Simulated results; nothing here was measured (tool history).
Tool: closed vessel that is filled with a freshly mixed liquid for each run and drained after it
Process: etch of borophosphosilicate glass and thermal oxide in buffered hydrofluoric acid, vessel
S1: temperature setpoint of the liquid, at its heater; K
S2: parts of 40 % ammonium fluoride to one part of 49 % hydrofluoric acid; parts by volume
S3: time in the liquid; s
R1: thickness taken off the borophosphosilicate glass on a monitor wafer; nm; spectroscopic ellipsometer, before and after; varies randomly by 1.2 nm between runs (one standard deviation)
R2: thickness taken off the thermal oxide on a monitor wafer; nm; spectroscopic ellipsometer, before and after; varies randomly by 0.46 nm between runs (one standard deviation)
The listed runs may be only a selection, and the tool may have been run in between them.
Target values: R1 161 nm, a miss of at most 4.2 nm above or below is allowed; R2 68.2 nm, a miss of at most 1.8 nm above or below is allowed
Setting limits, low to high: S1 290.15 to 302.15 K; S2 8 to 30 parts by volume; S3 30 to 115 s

run 1 hour=0 | S1=294.15 S2=22.5 S3=60 | R1=61.353 R2=26.026
run 2 hour=6 | S1=295.65 S2=19.5 S3=60 | R1=73.525 R2=31.594
run 3 hour=8.5 | S1=296.65 S2=17 S3=60 | R1=88.375 R2=38.184
run 4 hour=14.8 | S1=296.65 S2=17 S3=40 | R1=60.692 R2=25.423
run 5 hour=23 | S1=299.15 S2=17 S3=40 | R1=68.595 R2=28.765
run 6 hour=29.4 | S1=299.65 S2=15 S3=45 | R1=90.099 R2=37.513
run 7 hour=37.6 | S1=302.15 S2=8 S3=50 | R1=200.84 R2=86.529
run 8 hour=41.3 | S1=301.65 S2=8 S3=50 | R1=201.28 R2=84.311
run 9 hour=46.9 | S1=298.65 S2=11 S3=50 | R1=125.88 R2=54.011
run 10 hour=49.7 | S1=299.15 S2=11 S3=50 | R1=130.04 R2=55.096
run 11 hour=53.8 | S1=299.65 S2=11 S3=50 | R1=134.22 R2=57.157
run 12 hour=61.5 | S1=300.15 S2=11 S3=50 | R1=139.32 R2=58.197
run 13 hour=65.4 | S1=300.65 S2=11 S3=50 | R1=140.71 R2=59.582
run 14 hour=73.6 | S1=301.15 S2=11 S3=50 | R1=146.01 R2=61.39
run 15 hour=77.7 | S1=302.15 S2=9.5 S3=50 | R1=175.29 R2=72.369
run 16 hour=81.1 | S1=301.65 S2=9.5 S3=50 | R1=168.26 R2=72.029

Below are 4 possible settings for the next run. Only one of them brings all results inside the allowed miss of their targets. Which is it?
run A hour=84.5 | S1=299.65 S2=11 S3=60 | R1=? R2=?
run B hour=84.5 | S1=301.15 S2=11 S3=60 | R1=? R2=?
run C hour=84.5 | S1=302.15 S2=12 S3=55 | R1=? R2=?
run D hour=84.5 | S1=301.65 S2=9.5 S3=45 | R1=? R2=?

move=A R1=161.45 R2=68.355
move=B R1=174.77 R2=74.055
move=C R1=155.03 R2=65.756
move=D R1=152.63 R2=64.625
A: hits every target within its allowed miss
B: further off than the last run
C: takes the biggest miss from the last run beyond its target
D: takes the biggest miss from the last run beyond its target
Go with A: it meets all targets.
